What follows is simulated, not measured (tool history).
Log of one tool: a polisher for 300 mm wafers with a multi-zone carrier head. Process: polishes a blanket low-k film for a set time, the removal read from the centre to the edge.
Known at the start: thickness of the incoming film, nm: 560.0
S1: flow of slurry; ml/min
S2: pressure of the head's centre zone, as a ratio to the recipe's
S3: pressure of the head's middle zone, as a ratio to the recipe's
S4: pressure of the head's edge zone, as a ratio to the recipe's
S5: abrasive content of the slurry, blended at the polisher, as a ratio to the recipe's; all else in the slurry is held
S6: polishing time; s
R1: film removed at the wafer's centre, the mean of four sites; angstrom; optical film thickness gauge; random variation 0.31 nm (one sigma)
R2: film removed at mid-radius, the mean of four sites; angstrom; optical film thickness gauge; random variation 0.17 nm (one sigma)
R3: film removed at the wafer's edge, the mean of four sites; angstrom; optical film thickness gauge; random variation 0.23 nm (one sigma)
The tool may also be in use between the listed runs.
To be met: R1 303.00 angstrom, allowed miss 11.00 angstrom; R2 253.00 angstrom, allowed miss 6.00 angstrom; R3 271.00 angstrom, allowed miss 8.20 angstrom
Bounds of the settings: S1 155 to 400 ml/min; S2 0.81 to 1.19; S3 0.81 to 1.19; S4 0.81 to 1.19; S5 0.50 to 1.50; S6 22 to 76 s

run  hour   S1    S2    S3    S4    S5  S6      R1      R2      R3
  1   0.0  255  1.00  1.00  1.00  1.00  49  206.43  202.25  207.86
  2   1.4  270  1.06  1.01  1.05  1.10  49  224.19  212.00  221.25
  3   6.1  285  1.10  1.00  1.06  1.25  49  244.50  219.22  232.97
  4  10.4  285  1.10  1.00  1.10  1.25  49  244.84  216.63  236.58
  5  16.2  285  1.10  1.00  1.10  1.45  49  250.44  225.21  248.10
  6  19.3  285  1.10  1.00  1.03  1.45  49  254.80  228.10  236.91
  7  25.0  305  1.13  1.01  1.06  1.45  50  263.31  234.80  245.52
  8  29.7  300  1.15  1.00  1.06  1.45  51  282.43  237.94  249.29
  9  35.5  305  1.16  1.01  1.08  1.45  52  285.20  245.94  253.58

4 next moves are on the table. One of them brings every result within its allowed miss. Which?
  A  41.3  305  1.03  0.97  1.14  1.40  54   ?   ?   ?
  B  41.3  315  1.19  0.87  1.09  1.35  57   ?   ?   ?
  C  41.3  320  1.19  1.10  1.04  1.50  47   ?   ?   ?
  D  41.3  315  1.18  1.01  1.11  1.35  55   ?   ?   ?

move      R1      R2      R3
   A  258.60  241.96  273.98
   B  313.41  231.52  280.92
   C  266.80  239.66  232.40
   D  300.16  253.06  273.06
A: brings the result that was furthest off to its target, and leaves another outside
B: takes the result that was furthest off past its target
C: further off than the last run
D: meets every target
Answer: D
